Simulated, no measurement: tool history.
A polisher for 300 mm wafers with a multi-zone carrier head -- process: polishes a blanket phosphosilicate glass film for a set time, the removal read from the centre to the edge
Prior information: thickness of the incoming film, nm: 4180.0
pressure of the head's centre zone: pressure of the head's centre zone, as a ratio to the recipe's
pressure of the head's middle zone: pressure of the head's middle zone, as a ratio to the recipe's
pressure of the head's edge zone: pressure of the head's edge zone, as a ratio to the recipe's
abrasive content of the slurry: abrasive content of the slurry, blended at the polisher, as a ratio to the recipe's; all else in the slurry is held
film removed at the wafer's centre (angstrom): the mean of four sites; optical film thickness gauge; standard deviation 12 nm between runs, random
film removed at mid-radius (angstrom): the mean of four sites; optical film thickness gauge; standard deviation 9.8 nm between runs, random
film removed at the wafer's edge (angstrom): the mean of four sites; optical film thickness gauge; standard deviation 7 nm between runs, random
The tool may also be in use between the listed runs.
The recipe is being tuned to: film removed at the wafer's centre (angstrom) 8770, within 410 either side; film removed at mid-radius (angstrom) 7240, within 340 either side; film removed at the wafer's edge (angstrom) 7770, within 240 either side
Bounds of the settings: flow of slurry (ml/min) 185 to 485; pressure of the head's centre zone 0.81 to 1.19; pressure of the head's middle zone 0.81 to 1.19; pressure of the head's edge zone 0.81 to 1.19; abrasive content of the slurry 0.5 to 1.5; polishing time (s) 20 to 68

| run | hour | flow of slurry (ml/min) | pressure of the head's centre zone | pressure of the head's middle zone | pressure of the head's edge zone | abrasive content of the slurry | polishing time (s) | film removed at the wafer's centre (angstrom) | film removed at mid-radius (angstrom) | film removed at the wafer's edge (angstrom) |
|---|---|---|---|---|---|---|---|---|---|---|
| 1 | 0 | 310 | 1 | 1 | 1 | 1 | 44 | 5252.3 | 5441.9 | 5366.9 |
| 2 | 8 | 315 | 1.04 | 0.99 | 1.02 | 1.1 | 45 | 5884.2 | 5747 | 5828.3 |
| 3 | 16 | 315 | 1.04 | 0.99 | 1.02 | 0.95 | 45 | 5269.8 | 5191.6 | 5434.7 |
| 4 | 21.9 | 315 | 1.04 | 1.04 | 1.02 | 0.95 | 45 | 5291.1 | 5469.9 | 5389.5 |
| 5 | 23.4 | 320 | 1.07 | 1.03 | 1.03 | 1.05 | 46 | 5933.8 | 5822.8 | 5818.9 |
| 6 | 30.8 | 320 | 1.07 | 1.03 | 1.03 | 0.95 | 46 | 5781.6 | 5468.2 | 5509.1 |
| 7 | 39.6 | 320 | 1.09 | 1.02 | 1.05 | 1.05 | 46 | 6030.2 | 5851 | 5974.6 |
| 8 | 44.5 | 325 | 1.11 | 1 | 1.05 | 1.15 | 46 | 6525.5 | 6027.4 | 6295.9 |
| 9 | 51.9 | 330 | 1.13 | 0.99 | 1.05 | 1.2 | 46 | 6885.5 | 6257.7 | 6397.5 |
| 10 | 60.6 | 335 | 1.14 | 0.97 | 1.06 | 1.25 | 46 | 7048.3 | 6264.9 | 6549.7 |

Pick the move, out of 4, that brings all results within their allowed miss; only one does.
| A | 69.3 | 360 | 0.81 | 1.19 | 1.17 | 1.25 | 47 | ? | ? | ? |
| B | 69.3 | 335 | 1.08 | 1.01 | 1.07 | 1.3 | 42 | ? | ? | ? |
| C | 69.3 | 310 | 1.19 | 0.94 | 1.06 | 1.2 | 56 | ? | ? | ? |
| D | 69.3 | 220 | 0.82 | 1.12 | 1.15 | 1.5 | 52 | ? | ? | ? |

| move | film removed at the wafer's centre (angstrom) | film removed at mid-radius (angstrom) | film removed at the wafer's edge (angstrom) |
|---|---|---|---|
| A | 5328.8 | 7437.6 | 7148.7 |
| B | 6231.3 | 6001.4 | 6203.2 |
| C | 8648.4 | 7271.1 | 7871.6 |
| D | 6087.6 | 8103.2 | 8170.6 |
A: the biggest miss grows against the last run
B: the biggest miss grows against the last run
C: all results in spec
D: the result that was furthest off in the last run now lies on the other side of its target
The move that meets every target is C.
